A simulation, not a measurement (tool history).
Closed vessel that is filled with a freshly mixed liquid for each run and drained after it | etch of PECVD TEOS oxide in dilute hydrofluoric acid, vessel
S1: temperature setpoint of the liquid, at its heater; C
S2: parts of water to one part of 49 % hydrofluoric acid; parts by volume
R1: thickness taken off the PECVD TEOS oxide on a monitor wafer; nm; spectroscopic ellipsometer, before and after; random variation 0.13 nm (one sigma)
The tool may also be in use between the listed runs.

run 1 hour=0 | S1=22 S2=75 time_in_the_liquid_(s)=85 | R1=28.746
run 2 hour=3.1 | S1=21 S2=80 time_in_the_liquid_(s)=85 | R1=25.582
run 3 hour=6.5 | S1=21 S2=60 time_in_the_liquid_(s)=85 | R1=34.649
run 4 hour=7.6 | S1=24.5 S2=60 time_in_the_liquid_(s)=85 | R1=40.737
run 5 hour=9.5 | S1=23 S2=65 time_in_the_liquid_(s)=85 | R1=34.801
run 6 hour=15.6 | S1=21.5 S2=70 time_in_the_liquid_(s)=85 | R1=30.063
run 7 hour=22.9 | S1=20.5 S2=75 time_in_the_liquid_(s)=85 | R1=26.983
run 8 hour=31.9 | S1=20.5 S2=75 time_in_the_liquid_(s)=85 | R1=26.651

Forecast run 9:
run 9 hour=39.1 | S1=20 S2=80 time_in_the_liquid_(s)=85 | R1=?

Run 9 gave R1 24.625 nm.

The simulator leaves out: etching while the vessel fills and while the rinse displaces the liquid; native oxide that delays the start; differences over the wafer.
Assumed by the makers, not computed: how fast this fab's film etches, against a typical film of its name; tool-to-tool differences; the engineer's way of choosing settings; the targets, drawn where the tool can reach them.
